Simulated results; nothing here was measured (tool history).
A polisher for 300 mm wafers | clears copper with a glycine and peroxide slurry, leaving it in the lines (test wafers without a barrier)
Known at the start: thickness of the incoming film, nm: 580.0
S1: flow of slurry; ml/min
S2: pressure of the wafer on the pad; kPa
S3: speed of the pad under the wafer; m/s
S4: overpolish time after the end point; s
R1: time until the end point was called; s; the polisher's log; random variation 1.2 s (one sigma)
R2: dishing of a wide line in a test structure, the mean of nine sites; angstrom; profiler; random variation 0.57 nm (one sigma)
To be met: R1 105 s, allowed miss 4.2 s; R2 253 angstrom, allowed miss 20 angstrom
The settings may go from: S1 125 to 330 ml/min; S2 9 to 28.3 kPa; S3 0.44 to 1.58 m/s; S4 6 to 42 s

run	hour	S1	S2	S3	S4	R1	R2
1	0	210	18.6	1	21	90.365	421.62
2	4.9	210	16.5	1	21	97.68	379.12
3	8.9	210	15.2	1.04	18	97.999	371.18
4	12.8	210	15.2	1.04	22	100.43	393.63
5	16	210	15.2	1.04	19	100.14	378.19
6	21.6	210	15.2	1.24	19	90.866	386.56
7	29.3	215	13.8	1.26	16	96.346	366.88
8	33.9	195	13.1	1.32	14	98.162	339.8
9	38.1	180	12.4	1.36	12	101.6	303.74
10	40.8	140	12.4	1.4	6	105.46	198.34
11	42	145	12.4	1.4	6	104.37	194.09
12	47.7	150	12.4	1.4	6	103.51	194.37
13	51.2	155	12.4	1.4	6	102.36	191.06
14	53.6	160	11.7	1.4	7	106.23	213.83
15	58.1	165	11.7	1.4	7	103.37	213.46
16	59.7	160	11.7	1.4	17	105.14	345.24
17	66.7	155	11.7	1.38	16	106.8	322.45
18	70.6	150	11.7	1.38	15	108.09	326.79
19	74.7	210	9	1.42	6	121.11	180.34
20	83.2	210	9.7	1.42	7	113.95	200.64
21	86.4	215	9.7	1.42	8	113.7	236.03
22	94.5	220	9.7	1.42	8	110.81	234.51
23	97.7	225	9.7	1.42	8	109.08	229.2
24	104.7	225	11	1.42	16	102.54	344.58
25	112.4	225	11	1.42	15	103.78	338.24
26	118.2	225	11	1.4	14	102.53	323.23
27	120.7	220	11	1.4	13	103.88	314.93

4 next moves are on the table. One of them brings every result within its allowed miss. Which?
A	123.2	290	9.7	1.32	8	?	?
B	123.2	215	11.7	1.3	7	?	?
C	123.2	270	10.3	1.38	9	?	?
D	123.2	210	10.3	1.34	10	?	?

move	R1	R2
A	113.7	215.78
B	105.16	207
C	107.02	242.4
D	112.21	251.9
A: takes the result that was furthest off past its target
B: takes the result that was furthest off past its target
C: meets every target
D: brings the result that was furthest off to its target, and leaves another outside
The right move is C.

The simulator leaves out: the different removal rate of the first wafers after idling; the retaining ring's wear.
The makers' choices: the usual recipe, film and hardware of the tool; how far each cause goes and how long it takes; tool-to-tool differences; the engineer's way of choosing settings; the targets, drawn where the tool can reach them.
